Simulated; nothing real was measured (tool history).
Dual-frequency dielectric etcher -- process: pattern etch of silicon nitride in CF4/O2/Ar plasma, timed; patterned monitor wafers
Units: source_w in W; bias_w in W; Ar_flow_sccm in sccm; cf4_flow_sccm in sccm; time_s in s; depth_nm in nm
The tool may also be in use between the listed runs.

{"run": 1, "hour": 0.0, "source_w": 570, "bias_w": 45, "Ar_flow_sccm": 73, "cf4_flow_sccm": 96, "time_s": 20.5, "depth_nm": 40.266}
{"run": 2, "hour": 7.6, "source_w": 570, "bias_w": 45, "Ar_flow_sccm": 73, "cf4_flow_sccm": 96, "time_s": 21.5, "depth_nm": 42.651}
{"run": 3, "hour": 12.6, "source_w": 530, "bias_w": 45, "Ar_flow_sccm": 73, "cf4_flow_sccm": 96, "time_s": 21.5, "depth_nm": 40.557}
{"run": 4, "hour": 16.4, "source_w": 500, "bias_w": 45, "Ar_flow_sccm": 73, "cf4_flow_sccm": 96, "time_s": 21.5, "depth_nm": 39.245}
{"hour": 17.3, "done": "Ar flow controller replaced"}
{"run": 5, "hour": 17.3, "source_w": 470, "bias_w": 45, "Ar_flow_sccm": 73, "cf4_flow_sccm": 96, "time_s": 21.5, "depth_nm": 37.943}
{"run": 6, "hour": 19.7, "source_w": 450, "bias_w": 45, "Ar_flow_sccm": 73, "cf4_flow_sccm": 96, "time_s": 21.5, "depth_nm": 37.59}

Run 7 has not been measured yet. What should we expect?
{"run": 7, "hour": 21.3, "source_w": 430, "bias_w": 45, "Ar_flow_sccm": 73, "cf4_flow_sccm": 96, "time_s": 21.5, "depth_nm": "?"}

{"run 7": {"depth_nm": 36.039}}
